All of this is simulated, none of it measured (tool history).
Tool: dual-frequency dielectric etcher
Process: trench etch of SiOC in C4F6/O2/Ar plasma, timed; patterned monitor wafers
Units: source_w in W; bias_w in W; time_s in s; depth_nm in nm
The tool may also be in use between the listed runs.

| run | hour | source_w | bias_w | time_s | depth_nm |
|---|---|---|---|---|---|
| 1 | 0.0 | 490 | 166 | 23.5 | 56.353 |
| 2 | 6.9 | 540 | 179 | 23.5 | 61.009 |
| 3 | 7.9 | 540 | 179 | 23.5 | 61.728 |
| 4 | 8.8 | 580 | 180 | 23.5 | 63.629 |
| 5 | 17.1 | 610 | 183 | 23.5 | 66.040 |
| 6 | 22.8 | 630 | 185 | 23.5 | 66.776 |
| 7 | 30.8 | 640 | 188 | 23.5 | 68.364 |
| 8 | 32.1 | 650 | 189 | 23.5 | 68.875 |

Run 9 comes next. What will it give?
| 9 | 36.3 | 660 | 190 | 23.5 | ? |

depth_nm: 69.208 nm
